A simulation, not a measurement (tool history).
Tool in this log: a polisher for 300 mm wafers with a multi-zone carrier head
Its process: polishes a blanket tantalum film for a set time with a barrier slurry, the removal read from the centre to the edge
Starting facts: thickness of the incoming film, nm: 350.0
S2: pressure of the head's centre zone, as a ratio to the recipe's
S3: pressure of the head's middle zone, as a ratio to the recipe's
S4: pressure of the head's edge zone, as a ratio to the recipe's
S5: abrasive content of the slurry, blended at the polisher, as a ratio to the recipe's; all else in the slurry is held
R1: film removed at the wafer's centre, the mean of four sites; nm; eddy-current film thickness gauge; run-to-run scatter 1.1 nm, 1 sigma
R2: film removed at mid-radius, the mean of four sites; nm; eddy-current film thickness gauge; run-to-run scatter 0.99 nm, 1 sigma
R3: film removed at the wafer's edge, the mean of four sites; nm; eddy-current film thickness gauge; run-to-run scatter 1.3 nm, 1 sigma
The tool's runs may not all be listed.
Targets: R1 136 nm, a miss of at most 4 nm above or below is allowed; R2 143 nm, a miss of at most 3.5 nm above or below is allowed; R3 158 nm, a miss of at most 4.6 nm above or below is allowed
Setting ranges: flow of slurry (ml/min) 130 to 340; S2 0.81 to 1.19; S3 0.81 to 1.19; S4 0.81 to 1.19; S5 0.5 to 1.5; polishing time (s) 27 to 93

Run 1, hour 0: flow of slurry (ml/min) 220, S2 1, S3 1, S4 1, S5 1, polishing time (s) 59. Result: R1 114.16 nm, R2 115.36 nm, R3 114.48 nm.
Run 2, hour 0.6: flow of slurry (ml/min) 220, S2 1, S3 1, S4 1, S5 1, polishing time (s) 73. Result: R1 141.09 nm, R2 144.44 nm, R3 142.81 nm.
Run 3, hour 4: flow of slurry (ml/min) 220, S2 0.99, S3 1, S4 1.02, S5 1, polishing time (s) 73. Result: R1 139.11 nm, R2 141.68 nm, R3 141.1 nm.
Run 4, hour 10.9: flow of slurry (ml/min) 220, S2 0.97, S3 0.99, S4 1.04, S5 1.05, polishing time (s) 73. Result: R1 138.55 nm, R2 142.75 nm, R3 145.77 nm.
Run 5, hour 16: flow of slurry (ml/min) 220, S2 0.96, S3 0.99, S4 1.06, S5 1.05, polishing time (s) 73. Result: R1 135.6 nm, R2 143.11 nm, R3 146.48 nm.
Run 6, hour 21.5: flow of slurry (ml/min) 220, S2 0.96, S3 1.04, S4 1.06, S5 1.05, polishing time (s) 73. Result: R1 137.28 nm, R2 148.74 nm, R3 146.37 nm.
Run 7, hour 23.5: flow of slurry (ml/min) 220, S2 0.96, S3 1.03, S4 1.08, S5 1.05, polishing time (s) 73. Result: R1 139.07 nm, R2 148.15 nm, R3 148.8 nm.
Run 8, hour 32.4: flow of slurry (ml/min) 215, S2 0.95, S3 1.02, S4 1.09, S5 1.05, polishing time (s) 73. Result: R1 134.69 nm, R2 146.05 nm, R3 148.5 nm.
Run 9, hour 38.9: flow of slurry (ml/min) 215, S2 0.95, S3 1.02, S4 1.09, S5 1.05, polishing time (s) 73. Result: R1 135.89 nm, R2 146.83 nm, R3 150.15 nm.
Run 10, hour 40.5: flow of slurry (ml/min) 215, S2 0.95, S3 1.01, S4 1.1, S5 1.05, polishing time (s) 73. Result: R1 136.71 nm, R2 146.63 nm, R3 147.71 nm.
Run 11, hour 48.3: flow of slurry (ml/min) 215, S2 0.94, S3 0.99, S4 1.11, S5 1.1, polishing time (s) 73. Result: R1 134.28 nm, R2 144.11 nm, R3 150.99 nm.
Run 12, hour 53.9: flow of slurry (ml/min) 215, S2 0.94, S3 0.99, S4 1.12, S5 1.1, polishing time (s) 73. Result: R1 133.47 nm, R2 146.08 nm, R3 151.79 nm.
Run 13, hour 60.9: flow of slurry (ml/min) 215, S2 0.94, S3 0.98, S4 1.13, S5 1.1, polishing time (s) 73. Result: R1 133.79 nm, R2 141.31 nm, R3 149.81 nm.

Which one of the following 5 next-run settings gets every result inside its allowed miss? There is exactly one.
Run A, hour 67.9: flow of slurry (ml/min) 195, S2 0.84, S3 0.84, S4 1.11, S5 1.2, polishing time (s) 79. Result: R1 ?, R2 ?, R3 ?.
Run B, hour 67.9: flow of slurry (ml/min) 215, S2 0.99, S3 1.05, S4 1.07, S5 1.2, polishing time (s) 67. Result: R1 ?, R2 ?, R3 ?.
Run C, hour 67.9: flow of slurry (ml/min) 290, S2 0.96, S3 1.03, S4 1.1, S5 1.05, polishing time (s) 67. Result: R1 ?, R2 ?, R3 ?.
Run D, hour 67.9: flow of slurry (ml/min) 195, S2 0.92, S3 0.95, S4 1.13, S5 1.15, polishing time (s) 76. Result: R1 ?, R2 ?, R3 ?.
Run E, hour 67.9: flow of slurry (ml/min) 235, S2 1.08, S3 1.09, S4 1.08, S5 1, polishing time (s) 66. Result: R1 ?, R2 ?, R3 ?.

move      R1      R2      R3
   A  131.85  134.89  168.59
   B  134.45  139.87  141.57
   C  131.98  138.76  143.45
   D  137.88  142.33  161.96
   E  140.89   138.3  135.79
A: the result that was furthest off in the last run now lies on the other side of its target
B: lands further from the targets than the last run did
C: lands further from the targets than the last run did
D: hits every target within its allowed miss
E: lands further from the targets than the last run did
D meets every target.
